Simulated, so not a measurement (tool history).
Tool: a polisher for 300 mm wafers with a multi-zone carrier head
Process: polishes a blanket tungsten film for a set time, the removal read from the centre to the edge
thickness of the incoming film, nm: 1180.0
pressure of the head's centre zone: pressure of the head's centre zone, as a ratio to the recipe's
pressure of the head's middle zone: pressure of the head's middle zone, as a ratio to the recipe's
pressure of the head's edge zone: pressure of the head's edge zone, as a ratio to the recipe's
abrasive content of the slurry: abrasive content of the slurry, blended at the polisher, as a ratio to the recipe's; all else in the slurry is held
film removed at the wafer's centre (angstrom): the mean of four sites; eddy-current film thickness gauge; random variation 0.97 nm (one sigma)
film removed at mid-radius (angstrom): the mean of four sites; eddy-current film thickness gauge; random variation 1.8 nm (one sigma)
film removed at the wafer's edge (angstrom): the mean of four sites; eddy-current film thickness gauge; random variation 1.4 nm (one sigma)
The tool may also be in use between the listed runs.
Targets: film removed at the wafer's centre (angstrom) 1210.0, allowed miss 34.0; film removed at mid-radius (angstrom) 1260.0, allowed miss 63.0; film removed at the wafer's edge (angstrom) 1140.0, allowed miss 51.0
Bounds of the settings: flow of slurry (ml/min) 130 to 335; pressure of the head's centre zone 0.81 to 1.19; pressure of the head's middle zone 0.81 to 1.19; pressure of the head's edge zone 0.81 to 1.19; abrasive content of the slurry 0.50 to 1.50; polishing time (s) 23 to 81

| run | hour | flow of slurry (ml/min) | pressure of the head's centre zone | pressure of the head's middle zone | pressure of the head's edge zone | abrasive content of the slurry | polishing time (s) | film removed at the wafer's centre (angstrom) | film removed at mid-radius (angstrom) | film removed at the wafer's edge (angstrom) |
|---|---|---|---|---|---|---|---|---|---|---|
| 1 | 0.0 | 215 | 1.00 | 1.00 | 1.00 | 1.00 | 52 | 2405.8 | 2374.1 | 2390.1 |
| 2 | 3.6 | 215 | 1.00 | 1.00 | 1.00 | 1.00 | 59 | 2717.1 | 2775.3 | 2738.7 |
| 3 | 6.3 | 215 | 1.00 | 1.00 | 1.00 | 1.00 | 54 | 2497.4 | 2473.1 | 2544.6 |
| 4 | 13.1 | 215 | 1.00 | 1.00 | 1.00 | 1.00 | 43 | 1979.6 | 1986.8 | 2019.2 |
| 5 | 15.6 | 215 | 1.00 | 1.00 | 1.00 | 1.00 | 52 | 2372.3 | 2373.0 | 2474.2 |
| 6 | 17.4 | 215 | 1.00 | 1.00 | 1.00 | 1.20 | 52 | 2509.1 | 2447.8 | 2601.4 |
| 7 | 25.3 | 215 | 0.99 | 0.99 | 0.96 | 1.00 | 44 | 1979.1 | 1955.8 | 2020.2 |
| 8 | 27.7 | 220 | 0.99 | 1.00 | 0.92 | 0.85 | 39 | 1697.5 | 1679.7 | 1708.3 |
| 9 | 28.3 | 220 | 1.00 | 1.03 | 0.89 | 0.75 | 35 | 1497.1 | 1485.2 | 1429.6 |
| 10 | 37.3 | 210 | 0.99 | 1.04 | 0.87 | 0.70 | 34 | 1396.5 | 1468.1 | 1328.7 |
| 11 | 39.1 | 200 | 0.99 | 1.02 | 0.85 | 0.65 | 34 | 1372.4 | 1389.0 | 1286.1 |
| 12 | 40.7 | 190 | 0.98 | 1.01 | 0.84 | 0.60 | 34 | 1331.9 | 1353.5 | 1291.6 |
| 13 | 47.5 | 190 | 0.98 | 1.02 | 0.83 | 0.55 | 33 | 1278.9 | 1325.7 | 1201.7 |
| 14 | 51.6 | 185 | 0.98 | 1.02 | 0.82 | 0.55 | 33 | 1258.1 | 1275.2 | 1203.4 |
| 15 | 56.5 | 185 | 0.98 | 1.02 | 0.82 | 0.55 | 33 | 1245.8 | 1276.8 | 1196.3 |

4 next moves are on the table. One of them brings every result within its allowed miss. Which?
| A | 61.4 | 175 | 0.92 | 1.07 | 0.83 | 0.55 | 35 | ? | ? | ? |
| B | 61.4 | 185 | 0.99 | 1.00 | 0.81 | 0.50 | 35 | ? | ? | ? |
| C | 61.4 | 185 | 0.99 | 1.05 | 0.81 | 0.65 | 30 | ? | ? | ? |
| D | 61.4 | 165 | 1.06 | 1.07 | 0.81 | 0.70 | 31 | ? | ? | ? |

| move | film removed at the wafer's centre (angstrom) | film removed at mid-radius (angstrom) | film removed at the wafer's edge (angstrom) |
|---|---|---|---|
| A | 1260.1 | 1355.2 | 1271.7 |
| B | 1320.0 | 1262.6 | 1239.6 |
| C | 1206.6 | 1202.4 | 1132.0 |
| D | 1310.1 | 1257.9 | 1172.2 |
A: further off than the last run
B: further off than the last run
C: meets every target
D: brings the result that was furthest off to its target, and leaves another outside
Move C is the one to make.
